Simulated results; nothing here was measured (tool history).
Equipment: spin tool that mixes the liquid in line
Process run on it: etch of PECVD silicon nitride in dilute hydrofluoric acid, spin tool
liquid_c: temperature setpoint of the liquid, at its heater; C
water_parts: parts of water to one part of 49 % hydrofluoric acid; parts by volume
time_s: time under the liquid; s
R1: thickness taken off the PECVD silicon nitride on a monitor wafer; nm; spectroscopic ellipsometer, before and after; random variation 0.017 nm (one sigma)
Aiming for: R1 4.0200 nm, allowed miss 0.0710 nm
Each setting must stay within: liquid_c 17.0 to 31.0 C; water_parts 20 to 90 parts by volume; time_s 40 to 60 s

Run 1, hour 0.0: liquid_c 23.0 C, water_parts 50 parts by volume, time_s 60 s. Result: R1 2.5548 nm.
Run 2, hour 2.8: liquid_c 25.0 C, water_parts 50 parts by volume, time_s 60 s. Result: R1 2.9025 nm.
Run 3, hour 9.3: liquid_c 25.0 C, water_parts 50 parts by volume, time_s 60 s. Result: R1 2.9331 nm.
Run 4, hour 16.3: liquid_c 27.5 C, water_parts 50 parts by volume, time_s 60 s. Result: R1 3.4657 nm.
Run 5, hour 24.3: liquid_c 27.5 C, water_parts 50 parts by volume, time_s 60 s. Result: R1 3.4284 nm.
Run 6, hour 26.6: liquid_c 27.5 C, water_parts 50 parts by volume, time_s 40 s. Result: R1 2.2947 nm.
Run 7, hour 35.4: liquid_c 27.5 C, water_parts 50 parts by volume, time_s 40 s. Result: R1 2.2920 nm.
Run 8, hour 38.9: liquid_c 28.5 C, water_parts 45 parts by volume, time_s 40 s. Result: R1 2.7353 nm.
Run 9, hour 46.9: liquid_c 29.0 C, water_parts 40 parts by volume, time_s 40 s. Result: R1 3.1609 nm.
Run 10, hour 49.5: liquid_c 29.5 C, water_parts 35 parts by volume, time_s 40 s. Result: R1 3.7146 nm.
Run 11, hour 51.2: liquid_c 30.0 C, water_parts 35 parts by volume, time_s 40 s. Result: R1 3.8299 nm.
Run 12, hour 55.4: liquid_c 30.0 C, water_parts 35 parts by volume, time_s 40 s. Result: R1 3.8513 nm.

Which single option among these 4 for the next run brings every result within its allowed miss of target? Just one does.
Run A, hour 59.6: liquid_c 29.5 C, water_parts 45 parts by volume, time_s 55 s. Result: R1 ?.
Run B, hour 59.6: liquid_c 30.0 C, water_parts 40 parts by volume, time_s 50 s. Result: R1 ?.
Run C, hour 59.6: liquid_c 27.0 C, water_parts 30 parts by volume, time_s 40 s. Result: R1 ?.
Run D, hour 59.6: liquid_c 31.0 C, water_parts 40 parts by volume, time_s 40 s. Result: R1 ?.

move      R1
   A  4.0159
   B  4.2348
   C  3.6831
   D  3.6141
A: all results in spec
B: moves the result that the last run missed by most past its target, out the other side
C: the biggest miss grows against the last run
D: the biggest miss grows against the last run
The move that meets every target is A.
